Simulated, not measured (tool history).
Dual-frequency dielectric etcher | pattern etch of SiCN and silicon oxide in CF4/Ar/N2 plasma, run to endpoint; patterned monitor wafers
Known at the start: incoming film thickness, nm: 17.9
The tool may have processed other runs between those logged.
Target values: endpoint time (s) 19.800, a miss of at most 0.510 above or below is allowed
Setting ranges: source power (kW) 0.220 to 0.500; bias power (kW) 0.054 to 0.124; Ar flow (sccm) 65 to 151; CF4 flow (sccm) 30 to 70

run,hour,source power (kW),bias power (kW),Ar flow (sccm),CF4 flow (sccm),endpoint time (s)
1,0.0,0.360,0.089,108,50,25.366
2,7.6,0.360,0.081,108,50,26.074
3,10.9,0.360,0.081,98,50,25.482
4,11.6,0.310,0.081,98,50,27.466
5,19.3,0.310,0.081,108,50,28.161
6,27.0,0.260,0.081,108,50,30.862
7,30.3,0.300,0.084,107,50,28.386
8,35.6,0.370,0.093,104,51,24.259
9,41.3,0.390,0.094,104,51,23.679
10,46.7,0.410,0.095,103,51,22.711
11,48.9,0.420,0.096,103,51,22.301
12,54.6,0.430,0.097,103,51,21.875
13,61.4,0.440,0.098,103,51,21.698
14,67.9,0.450,0.099,103,51,21.315

Below are 4 possible settings for the next run. Only one of them brings all results inside the allowed miss of their targets. Which is it?
A,74.4,0.480,0.104,100,55,?
B,74.4,0.410,0.086,109,46,?
C,74.4,0.430,0.091,106,53,?
D,74.4,0.480,0.099,118,36,?

move,endpoint time (s)
A,19.744
B,23.884
C,22.315
D,21.882
A: all results in spec
B: moves away from the targets compared with the last run
C: moves away from the targets compared with the last run
D: moves away from the targets compared with the last run
Move A is the one to make.
